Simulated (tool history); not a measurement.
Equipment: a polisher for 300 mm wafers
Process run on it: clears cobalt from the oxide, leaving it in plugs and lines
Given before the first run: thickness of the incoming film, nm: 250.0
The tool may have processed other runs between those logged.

run  hour  flow of slurry (ml/min)  pressure of the wafer on the pad (kPa)  speed of the pad under the wafer (m/s)  overpolish time after the end point (s)  time until the end point was called (s)  dishing of a wide line in a test structure (angstrom)
  1     0                      155                                    13.1                                    0.86                                       17                                   70.006                                                 332.67
  2   6.3                      155                                    13.1                                    1.06                                       17                                    57.69                                                 350.85
  3   8.7                      125                                    13.1                                    1.06                                       17                                   59.085                                                 349.88
  4  11.8                      125                                    15.9                                    1.06                                       17                                   50.175                                                 358.81
  5  15.6                      125                                    16.5                                    1.06                                       16                                   49.778                                                 353.31
  6  24.4                      125                                    17.9                                    1.06                                       16                                   47.884                                                 375.35
  7  27.4                      125                                    18.6                                    1.08                                       15                                   44.545                                                 364.05
  8  35.6                      125                                    19.3                                    1.08                                       14                                   43.992                                                 357.93
  9  40.7                      125                                    19.3                                    1.08                                       14                                   43.902                                                 348.51
 10  42.7                      125                                    19.3                                     1.1                                       13                                   42.921                                                 351.16
 11  49.4                      125                                    19.3                                     1.1                                       12                                   44.687                                                 339.12

Expected results for the next run?
 12  56.3                      125                                    19.3                                    1.12                                       11                                        ?                                                      ?

time until the end point was called (s): 42.918
dishing of a wide line in a test structure (angstrom): 326.78

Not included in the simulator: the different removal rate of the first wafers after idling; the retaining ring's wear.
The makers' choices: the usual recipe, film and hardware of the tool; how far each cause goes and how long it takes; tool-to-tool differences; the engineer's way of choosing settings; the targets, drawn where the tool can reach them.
